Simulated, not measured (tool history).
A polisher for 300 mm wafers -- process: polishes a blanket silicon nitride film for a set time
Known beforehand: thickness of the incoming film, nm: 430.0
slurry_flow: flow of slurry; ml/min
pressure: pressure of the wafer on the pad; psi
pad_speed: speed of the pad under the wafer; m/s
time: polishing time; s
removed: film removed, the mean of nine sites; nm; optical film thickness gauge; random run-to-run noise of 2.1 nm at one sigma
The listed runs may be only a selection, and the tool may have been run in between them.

{"run": 1, "day": 0.0, "slurry_flow": 120, "pressure": 3.8, "pad_speed": 0.92, "time": 71, "removed": 132.27}
{"run": 2, "day": 0.121, "slurry_flow": 120, "pressure": 3.8, "pad_speed": 0.92, "time": 71, "removed": 129.21}
{"run": 3, "day": 0.458, "slurry_flow": 125, "pressure": 4.1, "pad_speed": 0.92, "time": 71, "removed": 136.81}
{"run": 4, "day": 0.704, "slurry_flow": 125, "pressure": 4.1, "pad_speed": 0.92, "time": 75, "removed": 142.18}
{"run": 5, "day": 0.754, "slurry_flow": 125, "pressure": 4.4, "pad_speed": 0.92, "time": 75, "removed": 152.37}
{"run": 6, "day": 0.942, "slurry_flow": 125, "pressure": 4.6, "pad_speed": 0.92, "time": 75, "removed": 156.09}
{"run": 7, "day": 1.167, "slurry_flow": 125, "pressure": 4.8, "pad_speed": 0.92, "time": 75, "removed": 162.0}

Run 8, settings as shown, results not yet in. Your forecast:
{"run": 8, "day": 1.425, "slurry_flow": 125, "pressure": 5.0, "pad_speed": 0.92, "time": 75, "removed": "?"}

removed: 161.50 nm
